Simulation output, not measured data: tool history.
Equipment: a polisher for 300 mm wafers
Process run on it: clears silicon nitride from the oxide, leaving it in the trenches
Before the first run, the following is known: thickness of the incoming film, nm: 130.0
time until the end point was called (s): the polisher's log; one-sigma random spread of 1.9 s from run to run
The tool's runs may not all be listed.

run	day	flow of slurry (ml/min)	pressure of the wafer on the pad (kPa)	speed of the pad under the wafer (m/s)	overpolish time after the end point (s)	time until the end point was called (s)
1	0	170	24.1	0.96	13	135.92
2	0.225	205	24.1	0.96	13	132.56
3	0.442	205	23.4	0.96	13	137.18
4	0.65	205	23.4	1.16	13	114.05
5	0.962	205	22.1	1.16	13	121.25
6	1.296	205	22.1	1.3	13	109.54

What will run 7 give?
7	1.612	205	20.7	1.3	13	?

For run 7 the tool returned time until the end point was called (s) 118.88.

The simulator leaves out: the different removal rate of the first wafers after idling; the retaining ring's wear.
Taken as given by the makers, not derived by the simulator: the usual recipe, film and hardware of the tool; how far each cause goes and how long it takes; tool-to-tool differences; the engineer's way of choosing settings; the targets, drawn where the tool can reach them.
